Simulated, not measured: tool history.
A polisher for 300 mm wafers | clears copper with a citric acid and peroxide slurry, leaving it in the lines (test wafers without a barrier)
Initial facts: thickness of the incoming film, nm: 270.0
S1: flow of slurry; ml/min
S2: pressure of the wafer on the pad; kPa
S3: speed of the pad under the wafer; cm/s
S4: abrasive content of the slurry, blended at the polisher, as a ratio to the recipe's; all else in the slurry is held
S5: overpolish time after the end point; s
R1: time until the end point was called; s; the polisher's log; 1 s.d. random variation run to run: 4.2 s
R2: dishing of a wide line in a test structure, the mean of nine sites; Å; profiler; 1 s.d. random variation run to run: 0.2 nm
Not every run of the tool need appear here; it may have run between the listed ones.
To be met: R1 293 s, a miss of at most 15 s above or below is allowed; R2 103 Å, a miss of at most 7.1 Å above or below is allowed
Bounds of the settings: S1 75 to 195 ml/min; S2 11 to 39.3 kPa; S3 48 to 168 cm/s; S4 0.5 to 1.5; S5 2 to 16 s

run 1 hour=0 | S1=125 S2=24.8 S3=108 S4=1 S5=8 | R1=85.798 R2=194.43
run 2 hour=4.9 | S1=110 S2=20.7 S3=90 S4=0.95 S5=9 | R1=123.81 R2=156.71
run 3 hour=7.5 | S1=100 S2=17.9 S3=78 S4=0.9 S5=10 | R1=172.89 R2=122.74
run 4 hour=10 | S1=100 S2=17.9 S3=104 S4=0.9 S5=10 | R1=132.31 R2=160.2
run 5 hour=17 | S1=100 S2=17.9 S3=104 S4=1.1 S5=10 | R1=124.56 R2=166.11
run 6 hour=22.4 | S1=95 S2=15.9 S3=90 S4=1.05 S5=11 | R1=168.26 R2=142.93
run 7 hour=23.9 | S1=90 S2=14.5 S3=82 S4=1.05 S5=11 | R1=197.32 R2=117.95
run 8 hour=32.4 | S1=75 S2=11 S3=56 S4=1 S5=14 | R1=364.84 R2=85.195
run 9 hour=33.7 | S1=110 S2=13.1 S3=56 S4=1 S5=13 | R1=305.57 R2=91.289

5 candidate next runs follow, results not yet known. Just one meets every target within its allowed miss. Identify it.
run A hour=35 | S1=130 S2=13.1 S3=60 S4=0.85 S5=14 | R1=? R2=?
run B hour=35 | S1=105 S2=13.1 S3=68 S4=1.15 S5=12 | R1=? R2=?
run C hour=35 | S1=90 S2=13.1 S3=66 S4=1.05 S5=11 | R1=? R2=?
run D hour=35 | S1=110 S2=15.9 S3=48 S4=1.15 S5=12 | R1=? R2=?
run E hour=35 | S1=100 S2=13.8 S3=58 S4=0.8 S5=16 | R1=? R2=?

move=A R1=292.68 R2=102.49
move=B R1=252.2 R2=101.95
move=C R1=269.26 R2=88.103
move=D R1=289.75 R2=89.528
move=E R1=301.08 R2=113.4
A: each result inside its tolerance
B: the furthest-off result lands on target, but another misses its tolerance
C: moves away from the targets compared with the last run
D: moves away from the targets compared with the last run
E: moves the result that the last run missed by most past its target, out the other side
The right move is A.
